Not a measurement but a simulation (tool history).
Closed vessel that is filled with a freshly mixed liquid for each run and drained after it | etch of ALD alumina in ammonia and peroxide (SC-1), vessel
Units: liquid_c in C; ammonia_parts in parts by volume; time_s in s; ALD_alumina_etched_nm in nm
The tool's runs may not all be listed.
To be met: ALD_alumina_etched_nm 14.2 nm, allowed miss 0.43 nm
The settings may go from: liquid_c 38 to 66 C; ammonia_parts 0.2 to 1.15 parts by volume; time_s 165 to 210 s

run,hour,liquid_c,ammonia_parts,time_s,ALD_alumina_etched_nm
1,0,50,0.65,210,11.176
2,1.5,50,0.65,165,8.7741
3,8.5,52.5,0.65,165,9.997
4,10.7,52.5,0.45,165,9.7764
5,18.9,55,0.45,165,11.176
6,23.2,55,0.25,165,10.536
# hour 28.9: new drum of ammonia solution connected
7,28.9,57,0.25,165,11.879
8,37.3,58,0.25,165,12.27
9,46.6,59,0.25,165,12.904
10,52.6,59.5,0.25,165,13.454
11,57.6,60,0.25,165,13.685

Which of these 5 next moves meets every target?
A,62.6,60,0.2,165,?
B,62.6,59,0.2,170,?
C,62.6,57.5,0.3,180,?
D,62.6,59.5,0.2,165,?
E,62.6,60,0.4,165,?

move,ALD_alumina_etched_nm
A,13.572
B,13.281
C,13.518
D,13.227
E,14.492
A: further off than the last run
B: further off than the last run
C: further off than the last run
D: further off than the last run
E: meets every target
Answer: E
